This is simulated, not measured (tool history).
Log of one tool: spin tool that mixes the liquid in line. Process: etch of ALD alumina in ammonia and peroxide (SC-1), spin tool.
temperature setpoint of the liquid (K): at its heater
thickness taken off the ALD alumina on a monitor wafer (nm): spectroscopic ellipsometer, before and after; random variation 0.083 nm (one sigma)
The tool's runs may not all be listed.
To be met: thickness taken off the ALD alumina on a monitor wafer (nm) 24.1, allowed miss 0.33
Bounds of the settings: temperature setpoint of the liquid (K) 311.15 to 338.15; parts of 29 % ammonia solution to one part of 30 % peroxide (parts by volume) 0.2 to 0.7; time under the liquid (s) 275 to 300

run	hour	temperature setpoint of the liquid (K)	parts of 29 % ammonia solution to one part of 30 % peroxide (parts by volume)	time under the liquid (s)	thickness taken off the ALD alumina on a monitor wafer (nm)
1	0	322.15	0.4	275	16.513
2	8.7	324.65	0.4	275	19.107
3	16	326.15	0.4	275	20.609
4	23.3	321.65	0.4	275	16.088
5	26.7	324.15	0.4	275	18.419
6	33.2	325.65	0.4	275	20.077
7	35.4	326.65	0.4	275	21.196
# hour 43.2: heated supply line repaired
8	43.2	327.65	0.4	275	25.348

Which of these 4 next moves meets every target?
A	51	325.15	0.35	290	?
B	51	326.15	0.4	275	?
C	51	326.15	0.25	295	?
D	51	326.15	0.35	275	?

move	thickness taken off the ALD alumina on a monitor wafer (nm)
A	23.177
B	23.496
C	24.103
D	23.2
A: takes the result that was furthest off past its target
B: takes the result that was furthest off past its target
C: meets every target
D: takes the result that was furthest off past its target
The right move is C.
